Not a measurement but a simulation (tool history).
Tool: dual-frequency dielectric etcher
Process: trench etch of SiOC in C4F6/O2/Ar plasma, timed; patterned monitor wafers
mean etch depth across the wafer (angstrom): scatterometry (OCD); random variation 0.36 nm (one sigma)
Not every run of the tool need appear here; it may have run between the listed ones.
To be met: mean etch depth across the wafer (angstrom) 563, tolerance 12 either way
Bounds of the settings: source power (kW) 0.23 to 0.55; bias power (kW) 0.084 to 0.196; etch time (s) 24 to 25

| run | hour | source power (kW) | bias power (kW) | etch time (s) | mean etch depth across the wafer (angstrom) |
|---|---|---|---|---|---|
| 1 | 0 | 0.39 | 0.14 | 24 | 490.77 |
| 2 | 5.5 | 0.41 | 0.142 | 24 | 502.98 |
| 3 | 13.4 | 0.42 | 0.143 | 24 | 506.52 |
| 4 | 19.5 | 0.42 | 0.159 | 24 | 523.63 |
| 5 | 22.6 | 0.43 | 0.16 | 24 | 527.15 |
| 6 | 31.4 | 0.37 | 0.16 | 24 | 505.88 |
| 7 | 40.2 | 0.39 | 0.162 | 24 | 511.89 |
| 8 | 48.4 | 0.4 | 0.164 | 24 | 523.04 |
| 9 | 52.3 | 0.41 | 0.165 | 24 | 525.51 |
| 10 | 54.4 | 0.42 | 0.166 | 24 | 529.83 |
| 11 | 55.2 | 0.43 | 0.167 | 24 | 532.65 |

4 next moves are on the table. One of them brings every result within its allowed miss. Which?
| A | 56 | 0.42 | 0.152 | 24.5 | ? |
| B | 56 | 0.48 | 0.155 | 25 | ? |
| C | 56 | 0.36 | 0.18 | 25 | ? |
| D | 56 | 0.4 | 0.144 | 24 | ? |

| move | mean etch depth across the wafer (angstrom) |
|---|---|
| A | 525.74 |
| B | 561.97 |
| C | 542.73 |
| D | 498.87 |
A: further off than the last run
B: in spec on every target
C: an improvement on the last run, though not all results are within tolerance
D: further off than the last run
Correct choice: B, which meets every target
